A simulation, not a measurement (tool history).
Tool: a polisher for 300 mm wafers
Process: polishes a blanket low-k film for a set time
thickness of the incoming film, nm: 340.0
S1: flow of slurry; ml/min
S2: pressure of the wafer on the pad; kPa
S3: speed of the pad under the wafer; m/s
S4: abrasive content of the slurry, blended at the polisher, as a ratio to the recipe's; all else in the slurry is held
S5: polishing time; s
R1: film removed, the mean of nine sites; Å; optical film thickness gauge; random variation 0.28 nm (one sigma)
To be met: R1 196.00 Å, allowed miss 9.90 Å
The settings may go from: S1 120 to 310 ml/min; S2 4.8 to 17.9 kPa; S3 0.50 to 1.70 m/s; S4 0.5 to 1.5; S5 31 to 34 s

run 1 hour=0.0 | S1=200 S2=11.0 S3=1.10 S4=1.0 S5=34 | R1=147.08
run 2 hour=3.4 | S1=200 S2=11.0 S3=1.10 S4=1.1 S5=34 | R1=155.59
run 3 hour=4.2 | S1=225 S2=11.0 S3=1.10 S4=1.1 S5=34 | R1=153.24
run 4 hour=9.8 | S1=225 S2=11.0 S3=0.96 S4=1.1 S5=34 | R1=143.77
run 5 hour=12.4 | S1=225 S2=11.7 S3=0.98 S4=1.1 S5=34 | R1=151.37
run 6 hour=15.2 | S1=225 S2=12.4 S3=1.00 S4=1.1 S5=34 | R1=160.84
run 7 hour=19.8 | S1=225 S2=13.1 S3=1.02 S4=1.1 S5=34 | R1=175.34
run 8 hour=25.0 | S1=225 S2=13.8 S3=1.02 S4=1.1 S5=34 | R1=177.11

4 next moves are on the table. One of them brings every result within its allowed miss. Which?
run A hour=30.2 | S1=250 S2=14.5 S3=1.04 S4=1.1 S5=34 | R1=?
run B hour=30.2 | S1=195 S2=14.5 S3=0.90 S4=1.1 S5=32 | R1=?
run C hour=30.2 | S1=215 S2=13.1 S3=0.78 S4=1.3 S5=32 | R1=?
run D hour=30.2 | S1=230 S2=12.4 S3=1.02 S4=1.0 S5=32 | R1=?

move=A R1=199.39
move=B R1=165.61
move=C R1=146.87
move=D R1=153.14
A: meets every target
B: further off than the last run
C: further off than the last run
D: further off than the last run
The right move is A.

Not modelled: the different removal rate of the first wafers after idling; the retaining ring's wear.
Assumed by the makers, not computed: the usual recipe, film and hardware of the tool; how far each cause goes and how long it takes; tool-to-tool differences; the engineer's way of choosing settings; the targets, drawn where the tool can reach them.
